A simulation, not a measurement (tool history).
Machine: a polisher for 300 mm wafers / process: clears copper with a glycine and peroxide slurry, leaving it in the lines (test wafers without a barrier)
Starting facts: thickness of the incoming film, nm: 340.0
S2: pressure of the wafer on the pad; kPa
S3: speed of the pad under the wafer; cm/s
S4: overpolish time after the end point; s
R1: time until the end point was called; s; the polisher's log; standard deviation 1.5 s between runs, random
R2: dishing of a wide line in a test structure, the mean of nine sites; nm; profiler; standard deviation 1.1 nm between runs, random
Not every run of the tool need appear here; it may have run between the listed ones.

run 1 hour=0 | flow_of_slurry_(ml/min)=175 S2=11.7 S3=122 S4=19 | R1=72.622 R2=54.781
run 2 hour=5.9 | flow_of_slurry_(ml/min)=175 S2=11.7 S3=96 S4=19 | R1=81.735 R2=46.939
run 3 hour=14.4 | flow_of_slurry_(ml/min)=175 S2=11 S3=96 S4=20 | R1=84.104 R2=49.427
run 4 hour=16.7 | flow_of_slurry_(ml/min)=175 S2=11 S3=116 S4=20 | R1=75.689 R2=52.531
run 5 hour=20.4 | flow_of_slurry_(ml/min)=175 S2=11 S3=116 S4=25 | R1=75.824 R2=60.177
run 6 hour=22.7 | flow_of_slurry_(ml/min)=175 S2=10.3 S3=114 S4=25 | R1=78.977 R2=60.78

Run 7 comes next. What will it give?
run 7 hour=28.9 | flow_of_slurry_(ml/min)=175 S2=9.7 S3=114 S4=25 | R1=? R2=?

Run 7 measured R1 81.915 s, R2 55.907 nm.
